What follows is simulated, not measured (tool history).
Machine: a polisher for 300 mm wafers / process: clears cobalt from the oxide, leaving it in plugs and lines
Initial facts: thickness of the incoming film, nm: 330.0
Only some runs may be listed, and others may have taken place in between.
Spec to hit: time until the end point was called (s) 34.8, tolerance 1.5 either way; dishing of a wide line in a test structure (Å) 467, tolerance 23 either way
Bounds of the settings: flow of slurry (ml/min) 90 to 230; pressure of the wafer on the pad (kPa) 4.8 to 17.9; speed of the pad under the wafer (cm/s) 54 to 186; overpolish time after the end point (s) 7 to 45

run	hour	flow of slurry (ml/min)	pressure of the wafer on the pad (kPa)	speed of the pad under the wafer (cm/s)	overpolish time after the end point (s)	time until the end point was called (s)	dishing of a wide line in a test structure (Å)
1	0	150	11	118	23	59.825	427
2	2.7	150	11.7	118	23	56.192	441.86
3	9.8	150	11.7	94	23	70.334	423
4	16.4	165	11.7	94	23	68.153	423.73
5	23.1	170	12.4	94	22	65.035	426.28
6	30.7	170	12.4	94	18	64.931	393.68
7	31.7	170	13.1	96	18	60.511	415.8
8	39.3	170	13.8	98	17	56.483	406.45
9	41	170	14.5	100	17	52.831	430.46
10	48.2	170	15.2	102	16	48.978	421.44
11	54.7	170	15.2	104	16	47.842	427.04
12	63.2	170	15.2	106	16	47.146	416.19
13	64.6	170	15.2	106	17	47.564	426.25
14	68	170	15.2	108	17	46.825	426.05
15	69.6	170	15.2	110	17	45.201	433.05

5 next moves are on the table. One of them brings every result within its allowed miss. Which?
A	71.2	150	17.9	136	19	?	?
B	71.2	175	13.1	106	14	?	?
C	71.2	185	16.5	142	18	?	?
D	71.2	170	15.9	92	25	?	?
E	71.2	95	15.9	158	20	?	?

move	time until the end point was called (s)	dishing of a wide line in a test structure (Å)
A	32.551	455.73
B	54.851	387.79
C	32.583	453.98
D	52.42	449.41
E	35.52	454.43
A: moves the result that the last run missed by most past its target, out the other side
B: the biggest miss grows against the last run
C: moves the result that the last run missed by most past its target, out the other side
D: the biggest miss grows against the last run
E: meets every target
Go with E: it meets all targets.
